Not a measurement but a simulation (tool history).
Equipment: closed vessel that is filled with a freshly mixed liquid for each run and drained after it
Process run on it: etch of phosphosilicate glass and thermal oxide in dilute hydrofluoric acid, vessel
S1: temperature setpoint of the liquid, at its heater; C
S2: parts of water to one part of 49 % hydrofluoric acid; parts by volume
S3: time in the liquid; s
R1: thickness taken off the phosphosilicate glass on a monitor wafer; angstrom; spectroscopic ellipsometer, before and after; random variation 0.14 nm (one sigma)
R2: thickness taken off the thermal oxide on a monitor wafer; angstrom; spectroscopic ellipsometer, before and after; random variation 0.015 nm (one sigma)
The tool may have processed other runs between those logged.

run	day	S1	S2	S3	R1	R2
1	0.000	22.0	90	60	533.89	28.867
2	0.208	22.0	90	40	360.52	18.819
3	0.233	21.5	90	40	345.98	18.427
4	0.583	21.0	90	40	343.23	18.001
5	0.867	20.5	90	40	333.65	17.758
6	1.062	20.5	60	40	518.32	27.468
7	1.233	20.0	65	40	468.78	25.290
8	1.512	17.5	100	40	264.05	14.276
9	1.675	18.0	100	40	266.95	14.358

Run 10 comes next. What will it give?
10	1.858	20.5	100	40	?	?

Run 10 produced R1 300.18 angstrom, R2 15.697 angstrom.
